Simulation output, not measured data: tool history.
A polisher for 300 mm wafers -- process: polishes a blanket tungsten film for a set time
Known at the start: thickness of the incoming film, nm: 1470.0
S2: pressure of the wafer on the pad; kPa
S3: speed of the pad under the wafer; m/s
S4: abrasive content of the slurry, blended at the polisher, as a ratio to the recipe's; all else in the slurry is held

Run 1, hour 0: flow of slurry (ml/min) 255, S2 23.4 kPa, S3 1.2 m/s, S4 1, polishing time (s) 23. Result: film removed (angstrom) 1438.5.
Run 2, hour 5.6: flow of slurry (ml/min) 255, S2 24.8 kPa, S3 1.2 m/s, S4 1, polishing time (s) 23. Result: film removed (angstrom) 1485.5.
Run 3, hour 12.3: flow of slurry (ml/min) 255, S2 26.2 kPa, S3 1.22 m/s, S4 1, polishing time (s) 23. Result: film removed (angstrom) 1623.2.
Run 4, hour 16.9: flow of slurry (ml/min) 255, S2 27.6 kPa, S3 1.22 m/s, S4 1, polishing time (s) 23. Result: film removed (angstrom) 1666.2.
Run 5, hour 17.5: flow of slurry (ml/min) 255, S2 27.6 kPa, S3 1.38 m/s, S4 1, polishing time (s) 23. Result: film removed (angstrom) 1899.8.
Run 6, hour 24.2: flow of slurry (ml/min) 255, S2 28.3 kPa, S3 1.38 m/s, S4 1, polishing time (s) 23. Result: film removed (angstrom) 1950.4.

Run 7 comes next. What will it give?
Run 7, hour 28: flow of slurry (ml/min) 255, S2 29 kPa, S3 1.38 m/s, S4 1, polishing time (s) 23. Result: film removed (angstrom) ?.

{"run 7": {"film removed (angstrom)": 2008.7}}
